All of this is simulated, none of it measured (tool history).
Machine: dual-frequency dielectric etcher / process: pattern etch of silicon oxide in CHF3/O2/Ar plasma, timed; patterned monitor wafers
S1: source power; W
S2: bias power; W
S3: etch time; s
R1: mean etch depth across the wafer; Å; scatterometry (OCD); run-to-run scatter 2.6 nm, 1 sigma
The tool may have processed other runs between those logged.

| run | hour | S1 | S2 | S3 | R1 |
|---|---|---|---|---|---|
| 1 | 0 | 470 | 219 | 210.5 | 3791.6 |
| 2 | 1.9 | 500 | 222 | 210.5 | 3883.8 |
| 3 | 8.9 | 520 | 226 | 210.5 | 3968.2 |
| 4 | 9.9 | 560 | 226 | 210.5 | 4084.3 |
| 5 | 14.2 | 560 | 226 | 192.5 | 3791.8 |
| 6 | 14.8 | 570 | 236 | 193.5 | 3912.2 |
| 7 | 22.5 | 580 | 244 | 194.5 | 3979.9 |

The next listed run, before its measurement:
| 8 | 30 | 590 | 251 | 195.5 | ? |

{"run 8": {"R1": 4086.8}}
